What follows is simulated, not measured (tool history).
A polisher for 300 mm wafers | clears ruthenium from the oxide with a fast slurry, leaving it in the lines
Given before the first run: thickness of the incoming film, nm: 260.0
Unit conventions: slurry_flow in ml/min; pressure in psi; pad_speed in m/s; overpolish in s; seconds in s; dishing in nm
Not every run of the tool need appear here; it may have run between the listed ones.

run	hour	slurry_flow	pressure	pad_speed	slurry_solids	overpolish	seconds	dishing
1	0	175	3.3	1.06	1	24	50.141	86.247
2	7.5	175	3	1.06	1	26	52.99	83.552
3	8.2	215	3	1.06	1	26	54.599	85.519
4	16.9	245	3	1.06	1	26	51.674	90.263
# hour 20.7: slurry nozzle cleaned
5	20.7	230	3	1.06	1	26	50.969	86.419
6	21.7	210	3	1.06	1	26	51.411	91.072
7	26.4	210	2.7	1.02	1	27	55.886	82.864
8	30	210	2.7	1.02	1	27	57.736	81.341

Expected results for the next run?
9	37.4	210	2.5	1	1	29	?	?

{"run 9": {"seconds": 62.551, "dishing": 83.84}}
